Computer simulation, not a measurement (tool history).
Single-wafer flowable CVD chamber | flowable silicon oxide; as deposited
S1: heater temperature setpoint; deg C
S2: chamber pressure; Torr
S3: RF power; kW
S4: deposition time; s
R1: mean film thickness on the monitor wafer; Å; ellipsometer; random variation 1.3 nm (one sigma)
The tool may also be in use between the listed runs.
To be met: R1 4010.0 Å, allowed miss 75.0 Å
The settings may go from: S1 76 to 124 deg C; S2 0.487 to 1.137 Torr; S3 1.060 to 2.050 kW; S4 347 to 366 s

{"run": 1, "day": 0.0, "S1": 100, "S2": 0.812, "S3": 1.555, "S4": 366, "R1": 2028.6}
{"run": 2, "day": 0.125, "S1": 93, "S2": 0.813, "S3": 1.555, "S4": 366, "R1": 2568.6}
{"run": 3, "day": 0.346, "S1": 89, "S2": 0.814, "S3": 1.555, "S4": 366, "R1": 2929.1}
{"run": 4, "day": 0.45, "S1": 98, "S2": 0.814, "S3": 1.555, "S4": 366, "R1": 2187.4}
{"run": 5, "day": 0.717, "S1": 98, "S2": 0.814, "S3": 1.555, "S4": 347, "R1": 2059.3}
{"run": 6, "day": 0.912, "S1": 92, "S2": 0.815, "S3": 1.555, "S4": 347, "R1": 2509.1}
{"run": 7, "day": 1.012, "S1": 80, "S2": 0.817, "S3": 1.555, "S4": 347, "R1": 3640.1}
{"run": 8, "day": 1.062, "S1": 79, "S2": 0.817, "S3": 1.555, "S4": 347, "R1": 3721.3}
{"run": 9, "day": 1.188, "S1": 78, "S2": 0.817, "S3": 1.555, "S4": 347, "R1": 3830.9}
{"run": 10, "day": 1.529, "S1": 78, "S2": 0.817, "S3": 1.555, "S4": 347, "R1": 3829.3}
{"run": 11, "day": 1.688, "S1": 77, "S2": 0.817, "S3": 1.555, "S4": 347, "R1": 3926.6}

Which of these 5 next moves meets every target?
{"run": "A", "day": 1.846, "S1": 81, "S2": 0.876, "S3": 1.62, "S4": 365, "R1": "?"}
{"run": "B", "day": 1.846, "S1": 83, "S2": 0.958, "S3": 1.55, "S4": 347, "R1": "?"}
{"run": "C", "day": 1.846, "S1": 83, "S2": 0.93, "S3": 1.68, "S4": 347, "R1": "?"}
{"run": "D", "day": 1.846, "S1": 76, "S2": 0.832, "S3": 1.575, "S4": 351, "R1": "?"}
{"run": "E", "day": 1.846, "S1": 76, "S2": 0.793, "S3": 1.385, "S4": 358, "R1": "?"}

move=A R1=4024.8
move=B R1=3868.0
move=C R1=3860.4
move=D R1=4167.3
move=E R1=3848.2
A: meets every target
B: further off than the last run
C: further off than the last run
D: takes the result that was furthest off past its target
E: further off than the last run
Move A is the one to make.
